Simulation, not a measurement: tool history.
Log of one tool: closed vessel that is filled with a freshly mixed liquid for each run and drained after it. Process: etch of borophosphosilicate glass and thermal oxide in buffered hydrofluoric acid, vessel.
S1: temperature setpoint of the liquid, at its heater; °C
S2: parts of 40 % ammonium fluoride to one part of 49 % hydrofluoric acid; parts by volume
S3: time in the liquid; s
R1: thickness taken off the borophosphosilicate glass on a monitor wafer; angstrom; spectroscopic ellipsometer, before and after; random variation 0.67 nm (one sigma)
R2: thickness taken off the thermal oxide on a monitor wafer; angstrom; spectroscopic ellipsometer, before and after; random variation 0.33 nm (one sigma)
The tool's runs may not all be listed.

{"run": 1, "hour": 0.0, "S1": 21, "S2": 13.5, "S3": 60, "R1": 784.14, "R2": 382.59}
{"run": 2, "hour": 6.0, "S1": 23.5, "S2": 13.5, "S3": 60, "R1": 903.72, "R2": 443.42}
{"run": 3, "hour": 11.7, "S1": 23.5, "S2": 10.5, "S3": 60, "R1": 1151.4, "R2": 566.85}
{"run": 4, "hour": 13.8, "S1": 23.5, "S2": 7.5, "S3": 60, "R1": 1583.3, "R2": 767.94}
{"run": 5, "hour": 18.8, "S1": 22.5, "S2": 7.5, "S3": 60, "R1": 1498.1, "R2": 731.6}
{"run": 6, "hour": 25.7, "S1": 21.5, "S2": 7.5, "S3": 60, "R1": 1415.3, "R2": 687.02}
{"run": 7, "hour": 29.6, "S1": 21, "S2": 7.5, "S3": 60, "R1": 1374.8, "R2": 674.73}
{"run": 8, "hour": 35.0, "S1": 20.5, "S2": 7.5, "S3": 60, "R1": 1346, "R2": 644.81}

The next listed run, before its measurement:
{"run": 9, "hour": 36.1, "S1": 20, "S2": 8, "S3": 60, "R1": "?", "R2": "?"}

R1: 1218.2 angstrom
R2: 589.74 angstrom

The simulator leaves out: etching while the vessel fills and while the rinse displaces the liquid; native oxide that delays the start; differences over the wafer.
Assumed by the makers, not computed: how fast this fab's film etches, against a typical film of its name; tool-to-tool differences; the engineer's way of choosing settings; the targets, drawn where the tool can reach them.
